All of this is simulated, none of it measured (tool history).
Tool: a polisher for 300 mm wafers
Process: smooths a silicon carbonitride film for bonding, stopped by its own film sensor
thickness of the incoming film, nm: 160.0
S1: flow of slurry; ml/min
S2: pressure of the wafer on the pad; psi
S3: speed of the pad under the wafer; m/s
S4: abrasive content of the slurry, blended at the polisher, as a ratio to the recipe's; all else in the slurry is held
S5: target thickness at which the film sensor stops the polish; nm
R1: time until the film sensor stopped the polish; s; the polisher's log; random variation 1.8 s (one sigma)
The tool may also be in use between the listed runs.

| run | day | S1 | S2 | S3 | S4 | S5 | R1 |
|---|---|---|---|---|---|---|---|
| 1 | 0.000 | 125 | 2.1 | 1.14 | 1.0 | 135 | 83.299 |
| 2 | 0.200 | 125 | 2.0 | 1.14 | 1.0 | 135 | 85.191 |
| 3 | 0.271 | 125 | 1.9 | 1.14 | 1.0 | 135 | 89.351 |
| 4 | 0.517 | 125 | 1.9 | 1.32 | 1.0 | 135 | 78.711 |
| 5 | 0.771 | 125 | 1.8 | 1.32 | 1.0 | 135 | 81.350 |
| 6 | 0.962 | 125 | 2.1 | 1.32 | 1.0 | 135 | 74.507 |
| 7 | 1.317 | 125 | 2.0 | 1.30 | 1.0 | 135 | 76.679 |
| 8 | 1.354 | 125 | 1.9 | 1.30 | 1.0 | 135 | 80.802 |
| 9 | 1.550 | 125 | 1.8 | 1.30 | 1.0 | 135 | 82.145 |
| 10 | 1.683 | 125 | 1.7 | 1.30 | 1.0 | 135 | 83.499 |

Forecast run 11:
| 11 | 1.921 | 125 | 1.6 | 1.28 | 1.0 | 135 | ? |

Run 11 gave R1 88.720 s.
